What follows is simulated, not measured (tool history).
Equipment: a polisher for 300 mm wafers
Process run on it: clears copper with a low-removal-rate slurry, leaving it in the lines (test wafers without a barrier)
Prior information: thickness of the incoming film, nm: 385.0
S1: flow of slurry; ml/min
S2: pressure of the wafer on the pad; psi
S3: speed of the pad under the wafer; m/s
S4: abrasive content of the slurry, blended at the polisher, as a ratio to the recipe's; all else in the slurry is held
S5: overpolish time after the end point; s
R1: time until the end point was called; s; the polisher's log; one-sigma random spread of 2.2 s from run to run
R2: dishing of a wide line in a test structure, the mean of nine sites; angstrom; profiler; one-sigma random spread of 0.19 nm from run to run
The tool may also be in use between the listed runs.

| run | hour | S1 | S2 | S3 | S4 | S5 | R1 | R2 |
|---|---|---|---|---|---|---|---|---|
| 1 | 0 | 255 | 3.6 | 1.1 | 1 | 11 | 103.85 | 225.92 |
| 2 | 6.9 | 215 | 3.6 | 1.1 | 1 | 11 | 103.12 | 223.71 |
| 3 | 8 | 215 | 3.6 | 0.92 | 1 | 11 | 125.1 | 198.14 |
| 4 | 15.2 | 215 | 3.4 | 0.92 | 1 | 11 | 131.36 | 192.38 |
|  | 22.9 | worn pad replaced by a new one |
| 5 | 22.9 | 215 | 3.2 | 0.92 | 1 | 11 | 133.02 | 194.24 |
| 6 | 27.9 | 215 | 3.2 | 1.04 | 1 | 11 | 113.34 | 207.03 |
| 7 | 32.6 | 215 | 3.2 | 1.04 | 1 | 11 | 113.97 | 208.84 |
| 8 | 33.5 | 215 | 2.9 | 1 | 1 | 11 | 127.48 | 195.63 |
| 9 | 41.1 | 215 | 2.7 | 0.98 | 1 | 11 | 136.36 | 186.89 |
| 10 | 45.8 | 215 | 2.5 | 0.98 | 1 | 11 | 142.9 | 178.91 |
| 11 | 46.7 | 215 | 2.4 | 0.98 | 1 | 11 | 143.91 | 176.28 |
| 12 | 48.1 | 215 | 2.3 | 0.98 | 1 | 11 | 149.39 | 172.48 |
| 13 | 55.4 | 215 | 2.2 | 0.98 | 1 | 11 | 150.92 | 169.99 |
| 14 | 58.1 | 215 | 2.1 | 0.98 | 1 | 11 | 159.56 | 167.07 |

Predict the results of run 15:
| 15 | 64.2 | 215 | 2.1 | 0.98 | 1 | 11 | ? | ? |

Run 15 gave R1 154.72 s, R2 166.31 angstrom.

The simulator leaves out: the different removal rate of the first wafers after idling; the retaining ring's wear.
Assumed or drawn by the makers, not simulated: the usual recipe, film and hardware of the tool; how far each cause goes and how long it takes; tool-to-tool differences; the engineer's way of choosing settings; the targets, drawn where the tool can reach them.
